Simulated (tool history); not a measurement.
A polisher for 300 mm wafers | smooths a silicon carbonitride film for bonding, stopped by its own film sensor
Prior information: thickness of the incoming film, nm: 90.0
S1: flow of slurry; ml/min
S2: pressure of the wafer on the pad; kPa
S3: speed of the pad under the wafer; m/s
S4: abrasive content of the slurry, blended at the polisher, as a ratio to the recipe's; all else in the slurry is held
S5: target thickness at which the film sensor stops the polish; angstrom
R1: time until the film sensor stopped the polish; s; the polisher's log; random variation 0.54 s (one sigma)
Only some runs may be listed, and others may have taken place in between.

run	hour	S1	S2	S3	S4	S5	R1
1	0	225	15.9	1.1	1	760	48.018
2	2.4	225	13.8	1.1	1	760	52.89
3	6.9	225	13.8	1.1	0.85	760	57.172
4	12.9	225	13.8	1.1	0.85	750	60.803
5	16.8	225	13.8	1.24	0.85	750	55.443
6	19.5	260	13.8	1.24	0.85	750	54.679
7	27.2	260	13.8	1.24	0.85	750	54.979
8	30.3	260	15.2	1.26	0.85	750	50.457
9	36	260	16.5	1.28	0.85	750	47.138
10	37	260	16.5	1.28	0.85	750	47.086
11	42.7	260	16.5	1.28	0.85	750	46.875

What will run 12 give?
12	48.2	260	17.2	1.3	0.85	750	?

{"run 12": {"R1": 45.831}}

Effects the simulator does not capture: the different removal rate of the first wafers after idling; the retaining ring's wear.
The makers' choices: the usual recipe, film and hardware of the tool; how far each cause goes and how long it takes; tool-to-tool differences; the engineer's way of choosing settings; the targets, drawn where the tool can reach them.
